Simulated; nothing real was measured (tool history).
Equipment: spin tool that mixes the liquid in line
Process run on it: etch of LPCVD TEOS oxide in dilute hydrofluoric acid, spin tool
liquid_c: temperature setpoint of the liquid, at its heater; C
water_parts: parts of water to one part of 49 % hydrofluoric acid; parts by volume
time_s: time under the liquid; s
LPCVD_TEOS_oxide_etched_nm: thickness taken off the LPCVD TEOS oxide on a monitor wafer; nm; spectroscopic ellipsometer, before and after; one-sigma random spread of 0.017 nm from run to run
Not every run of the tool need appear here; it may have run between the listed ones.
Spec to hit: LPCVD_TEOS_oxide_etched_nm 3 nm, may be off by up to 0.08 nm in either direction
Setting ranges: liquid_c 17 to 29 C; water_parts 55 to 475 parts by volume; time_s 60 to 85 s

run	hour	liquid_c	water_parts	time_s	LPCVD_TEOS_oxide_etched_nm
1	0	21	265	85	5.0475
2	8	21	185	85	7.7915
3	11.1	19.5	185	85	7.3202
4	14.3	19.5	185	85	7.3242
5	22	19.5	200	85	6.6433
6	22.5	19.5	140	85	10.061
7	25.8	19.5	140	85	10.033
8	26.8	19.5	160	85	8.6051
# hour 30.3: hydrofluoric acid flow meter replaced
9	30.3	19.5	175	85	7.1144
10	36.3	19	185	85	6.5512
11	38	19	185	85	6.5945
12	41.1	19	195	85	6.1971
13	46.7	19	195	85	6.227
14	54.9	19	205	85	5.8478
15	60.5	19	205	85	5.8349
16	67.3	19	210	85	5.7591
17	71.8	19	215	85	5.5243
18	77.1	19	220	85	5.3542
19	78.4	19	225	85	5.2083
20	86.7	19	230	85	5.1185
21	94.1	19	235	85	4.9724
22	102.4	19	240	85	4.7934
23	106.4	19	245	85	4.7533
24	113.8	19	250	85	4.6134

4 next moves are on the table. One of them brings every result within its allowed miss. Which?
A	121.2	23	225	80	?
B	121.2	17.5	230	65	?
C	121.2	18	290	70	?
D	121.2	22	150	85	?

move	LPCVD_TEOS_oxide_etched_nm
A	5.7232
B	3.6753
C	3.0354
D	9.5057
A: the biggest miss grows against the last run
B: nearer the targets than the last run, but a result is still out of spec
C: meets every target
D: the biggest miss grows against the last run
The right move is C.

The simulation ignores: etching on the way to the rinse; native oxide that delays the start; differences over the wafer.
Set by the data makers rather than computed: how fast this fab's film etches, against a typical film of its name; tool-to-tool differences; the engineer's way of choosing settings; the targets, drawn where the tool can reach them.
